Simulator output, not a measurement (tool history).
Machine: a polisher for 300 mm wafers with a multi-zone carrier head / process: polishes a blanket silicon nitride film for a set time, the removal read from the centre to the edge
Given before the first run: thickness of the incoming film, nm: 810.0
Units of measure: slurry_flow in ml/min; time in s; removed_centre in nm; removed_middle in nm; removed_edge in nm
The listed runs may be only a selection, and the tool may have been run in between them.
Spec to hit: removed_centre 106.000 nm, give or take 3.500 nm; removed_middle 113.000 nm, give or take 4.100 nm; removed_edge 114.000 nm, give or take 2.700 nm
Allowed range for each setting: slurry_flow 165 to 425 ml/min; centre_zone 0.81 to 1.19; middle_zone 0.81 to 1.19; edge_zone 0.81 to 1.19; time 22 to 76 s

Run 1, hour 0.0: slurry_flow 275 ml/min, centre_zone 1.00, middle_zone 1.00, edge_zone 1.00, time 49 s. Result: removed_centre 82.059 nm, removed_middle 78.540 nm, removed_edge 79.328 nm.
Run 2, hour 0.6: slurry_flow 280 ml/min, centre_zone 0.99, middle_zone 1.03, edge_zone 1.05, time 53 s. Result: removed_centre 87.933 nm, removed_middle 88.764 nm, removed_edge 88.314 nm.
Run 3, hour 4.3: slurry_flow 285 ml/min, centre_zone 0.99, middle_zone 1.04, edge_zone 1.09, time 56 s. Result: removed_centre 93.500 nm, removed_middle 95.050 nm, removed_edge 94.847 nm.
Run 4, hour 8.8: slurry_flow 290 ml/min, centre_zone 0.98, middle_zone 1.04, edge_zone 1.12, time 58 s. Result: removed_centre 95.221 nm, removed_middle 99.047 nm, removed_edge 99.167 nm.
Run 5, hour 10.5: slurry_flow 290 ml/min, centre_zone 0.98, middle_zone 1.04, edge_zone 1.14, time 60 s. Result: removed_centre 99.672 nm, removed_middle 100.280 nm, removed_edge 104.510 nm.
Run 6, hour 13.4: slurry_flow 325 ml/min, centre_zone 0.98, middle_zone 1.04, edge_zone 1.14, time 60 s. Result: removed_centre 98.806 nm, removed_middle 102.660 nm, removed_edge 104.790 nm.
Run 7, hour 14.0: slurry_flow 325 ml/min, centre_zone 0.98, middle_zone 1.05, edge_zone 1.15, time 61 s. Result: removed_centre 99.633 nm, removed_middle 103.720 nm, removed_edge 107.960 nm.
Run 8, hour 19.9: slurry_flow 330 ml/min, centre_zone 0.99, middle_zone 1.07, edge_zone 1.16, time 62 s. Result: removed_centre 104.070 nm, removed_middle 110.160 nm, removed_edge 110.080 nm.
Run 9, hour 24.7: slurry_flow 330 ml/min, centre_zone 0.99, middle_zone 1.07, edge_zone 1.17, time 62 s. Result: removed_centre 102.850 nm, removed_middle 107.670 nm, removed_edge 110.080 nm.

5 next moves are on the table. One of them brings every result within its allowed miss. Which?
Run A, hour 29.5: slurry_flow 305 ml/min, centre_zone 1.03, middle_zone 1.00, edge_zone 1.08, time 63 s. Result: removed_centre ?, removed_middle ?, removed_edge ?.
Run B, hour 29.5: slurry_flow 365 ml/min, centre_zone 0.92, middle_zone 1.02, edge_zone 1.10, time 66 s. Result: removed_centre ?, removed_middle ?, removed_edge ?.
Run C, hour 29.5: slurry_flow 360 ml/min, centre_zone 0.99, middle_zone 1.05, edge_zone 1.14, time 61 s. Result: removed_centre ?, removed_middle ?, removed_edge ?.
Run D, hour 29.5: slurry_flow 370 ml/min, centre_zone 1.05, middle_zone 0.87, edge_zone 1.19, time 64 s. Result: removed_centre ?, removed_middle ?, removed_edge ?.
Run E, hour 29.5: slurry_flow 370 ml/min, centre_zone 1.03, middle_zone 1.08, edge_zone 1.13, time 61 s. Result: removed_centre ?, removed_middle ?, removed_edge ?.

move  removed_centre  removed_middle  removed_edge
   A         107.430         103.690       106.260
   B         103.860         112.350       113.640
   C         102.220         106.260       106.630
   D         113.080          95.413       114.620
   E         106.120         109.070       106.340
A: further off than the last run
B: meets every target
C: further off than the last run
D: the worst result of the last run now meets its target, but another is out of spec
E: further off than the last run
The right move is B.
